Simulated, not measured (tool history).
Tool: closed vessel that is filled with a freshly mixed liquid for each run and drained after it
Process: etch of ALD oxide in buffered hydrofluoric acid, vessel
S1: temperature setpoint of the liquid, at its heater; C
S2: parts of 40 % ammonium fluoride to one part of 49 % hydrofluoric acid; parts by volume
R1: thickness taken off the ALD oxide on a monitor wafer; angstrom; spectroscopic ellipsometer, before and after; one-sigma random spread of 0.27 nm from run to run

Run 1, day 0: S1 23 C, S2 10 parts by volume, time in the liquid (s) 105. Result: R1 1441.4 angstrom.
Run 2, day 0.083: S1 23 C, S2 10 parts by volume, time in the liquid (s) 110. Result: R1 1506.7 angstrom.
Run 3, day 0.267: S1 23 C, S2 10 parts by volume, time in the liquid (s) 105. Result: R1 1448.6 angstrom.
Run 4, day 0.5: S1 21.5 C, S2 10.5 parts by volume, time in the liquid (s) 105. Result: R1 1269 angstrom.
Run 5, day 0.621: S1 21.5 C, S2 11.5 parts by volume, time in the liquid (s) 105. Result: R1 1160.5 angstrom.
Run 6, day 0.662: S1 21.5 C, S2 11.5 parts by volume, time in the liquid (s) 110. Result: R1 1214.5 angstrom.
Run 7, day 0.779: S1 20 C, S2 12 parts by volume, time in the liquid (s) 110. Result: R1 1074.4 angstrom.
Run 8, day 1.154: S1 19 C, S2 12.5 parts by volume, time in the liquid (s) 110. Result: R1 974.76 angstrom.

Predict the results of run 9:
Run 9, day 1.521: S1 18.5 C, S2 12.5 parts by volume, time in the liquid (s) 110. Result: R1 ?.

{"run 9": {"R1": 943.17}}
